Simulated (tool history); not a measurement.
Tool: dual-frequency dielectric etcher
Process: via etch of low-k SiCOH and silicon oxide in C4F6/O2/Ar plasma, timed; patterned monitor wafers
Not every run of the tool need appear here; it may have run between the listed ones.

run,hour,source power (kW),bias power (kW),etch time (s),mean etch depth across the wafer (Å)
1,0,0.25,0.25,49.5,1111.6
2,6.8,0.29,0.25,49.5,1186.9
3,15.6,0.27,0.25,49.5,1170.6
4,18.3,0.25,0.25,49.5,1129.2
5,20.3,0.24,0.243,49,1073.6
6,22.4,0.24,0.226,49,1059.2
7,28.9,0.24,0.226,49,1050.3
8,29.7,0.23,0.224,49,1031.8
9,35.2,0.22,0.222,49,1004.3
10,41.4,0.22,0.221,49,999.63

What will run 11 give?
11,43.3,0.22,0.22,49,?

Run 11 came out at mean etch depth across the wafer (Å) 1008.5.
